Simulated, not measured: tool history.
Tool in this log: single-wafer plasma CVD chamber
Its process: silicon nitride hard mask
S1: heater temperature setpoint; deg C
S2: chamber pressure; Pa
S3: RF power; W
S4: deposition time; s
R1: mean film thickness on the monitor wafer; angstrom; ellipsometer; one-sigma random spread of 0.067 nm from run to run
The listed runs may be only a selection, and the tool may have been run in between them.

run 1 hour=0.0 | S1=410 S2=219 S3=320 S4=19.6 | R1=215.71
run 2 hour=8.3 | S1=410 S2=225 S3=320 S4=19.6 | R1=216.62
run 3 hour=15.8 | S1=410 S2=225 S3=320 S4=19.6 | R1=215.52
run 4 hour=21.1 | S1=410 S2=225 S3=290 S4=19.6 | R1=200.72
run 5 hour=28.5 | S1=410 S2=260 S3=290 S4=19.6 | R1=208.04
run 6 hour=36.2 | S1=410 S2=260 S3=260 S4=19.6 | R1=190.69
run 7 hour=41.8 | S1=410 S2=265 S3=270 S4=19.6 | R1=197.78

What does the tool deliver on the next run?
run 8 hour=42.6 | S1=410 S2=269 S3=275 S4=19.6 | R1=?

{"run 8": {"R1": 201.87}}

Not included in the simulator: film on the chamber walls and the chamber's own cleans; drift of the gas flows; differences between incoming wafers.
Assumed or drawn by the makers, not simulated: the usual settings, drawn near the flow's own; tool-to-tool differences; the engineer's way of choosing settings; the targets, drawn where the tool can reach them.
